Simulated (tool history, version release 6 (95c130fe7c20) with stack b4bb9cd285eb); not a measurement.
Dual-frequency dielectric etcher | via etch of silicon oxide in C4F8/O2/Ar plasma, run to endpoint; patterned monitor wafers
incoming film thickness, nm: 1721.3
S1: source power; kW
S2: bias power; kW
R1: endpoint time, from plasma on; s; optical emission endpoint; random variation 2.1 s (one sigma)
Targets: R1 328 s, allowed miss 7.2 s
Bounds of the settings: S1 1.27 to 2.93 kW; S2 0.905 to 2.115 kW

run 1 hour=0 | S1=2.1 S2=1.51 | R1=376.71
run 2 hour=5.5 | S1=2.18 S2=1.526 | R1=374.56
run 3 hour=9.8 | S1=2.26 S2=1.56 | R1=367.86
run 4 hour=15.6 | S1=2.26 S2=1.792 | R1=355.05
run 5 hour=21.8 | S1=2.51 S2=1.792 | R1=339.64
run 6 hour=23.9 | S1=2.51 S2=1.611 | R1=349.09
run 7 hour=29.7 | S1=2.55 S2=1.621 | R1=346.89
run 8 hour=31.1 | S1=2.59 S2=1.631 | R1=345.53

Which of these 4 next moves meets every target?
run A hour=32.5 | S1=2.5 S2=1.741 | R1=?
run B hour=32.5 | S1=2.93 S2=1.654 | R1=?
run C hour=32.5 | S1=2.7 S2=1.592 | R1=?
run D hour=32.5 | S1=2.66 S2=1.63 | R1=?

move=A R1=342.82
move=B R1=327.12
move=C R1=340.56
move=D R1=340.5
A: nearer than the last run, and not there yet
B: meets every target
C: nearer than the last run, and not there yet
D: nearer than the last run, and not there yet
The right move is B.
